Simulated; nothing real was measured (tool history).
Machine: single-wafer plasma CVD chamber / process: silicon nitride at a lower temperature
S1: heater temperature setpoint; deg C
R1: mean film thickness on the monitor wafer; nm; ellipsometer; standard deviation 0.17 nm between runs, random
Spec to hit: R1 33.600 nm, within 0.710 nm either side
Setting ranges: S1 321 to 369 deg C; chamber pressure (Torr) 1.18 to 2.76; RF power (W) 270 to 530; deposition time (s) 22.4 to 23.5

run 1 day=0.000 | S1=345 chamber_pressure_(Torr)=1.97 RF_power_(W)=400 deposition_time_(s)=23.5 | R1=37.200
run 2 day=0.212 | S1=345 chamber_pressure_(Torr)=1.97 RF_power_(W)=425 deposition_time_(s)=23.5 | R1=38.269
run 3 day=0.321 | S1=345 chamber_pressure_(Torr)=1.77 RF_power_(W)=425 deposition_time_(s)=23.5 | R1=37.586
run 4 day=0.404 | S1=345 chamber_pressure_(Torr)=1.77 RF_power_(W)=380 deposition_time_(s)=23.5 | R1=35.131
run 5 day=0.583 | S1=345 chamber_pressure_(Torr)=2.11 RF_power_(W)=380 deposition_time_(s)=23.5 | R1=36.942
run 6 day=0.917 | S1=345 chamber_pressure_(Torr)=2.06 RF_power_(W)=375 deposition_time_(s)=23.5 | R1=36.376
run 7 day=1.133 | S1=345 chamber_pressure_(Torr)=2.01 RF_power_(W)=375 deposition_time_(s)=23.5 | R1=36.172
run 8 day=1.383 | S1=345 chamber_pressure_(Torr)=1.97 RF_power_(W)=375 deposition_time_(s)=23.5 | R1=35.873
run 9 day=1.450 | S1=345 chamber_pressure_(Torr)=1.93 RF_power_(W)=375 deposition_time_(s)=23.5 | R1=35.868
run 10 day=1.492 | S1=345 chamber_pressure_(Torr)=1.89 RF_power_(W)=375 deposition_time_(s)=23.5 | R1=35.376
run 11 day=1.712 | S1=345 chamber_pressure_(Torr)=1.86 RF_power_(W)=375 deposition_time_(s)=23.5 | R1=35.104
run 12 day=1.875 | S1=345 chamber_pressure_(Torr)=1.84 RF_power_(W)=375 deposition_time_(s)=23.5 | R1=35.462
run 13 day=1.979 | S1=345 chamber_pressure_(Torr)=1.81 RF_power_(W)=375 deposition_time_(s)=23.5 | R1=35.448
run 14 day=2.071 | S1=345 chamber_pressure_(Torr)=1.78 RF_power_(W)=370 deposition_time_(s)=23.5 | R1=34.770
run 15 day=2.246 | S1=345 chamber_pressure_(Torr)=1.78 RF_power_(W)=370 deposition_time_(s)=23.5 | R1=34.817

Consider the 4 candidate settings below. Which is the only one whose results all fall within their allowed miss of target?
run A day=2.421 | S1=346 chamber_pressure_(Torr)=1.44 RF_power_(W)=375 deposition_time_(s)=22.4 | R1=?
run B day=2.421 | S1=345 chamber_pressure_(Torr)=1.34 RF_power_(W)=430 deposition_time_(s)=22.4 | R1=?
run C day=2.421 | S1=351 chamber_pressure_(Torr)=1.50 RF_power_(W)=380 deposition_time_(s)=22.4 | R1=?
run D day=2.421 | S1=339 chamber_pressure_(Torr)=1.70 RF_power_(W)=390 deposition_time_(s)=23.5 | R1=?

move=A R1=32.149
move=B R1=34.253
move=C R1=32.651
move=D R1=35.920
A: moves the result that the last run missed by most past its target, out the other side
B: hits every target within its allowed miss
C: moves the result that the last run missed by most past its target, out the other side
D: misses by more than the last run did
Answer: B

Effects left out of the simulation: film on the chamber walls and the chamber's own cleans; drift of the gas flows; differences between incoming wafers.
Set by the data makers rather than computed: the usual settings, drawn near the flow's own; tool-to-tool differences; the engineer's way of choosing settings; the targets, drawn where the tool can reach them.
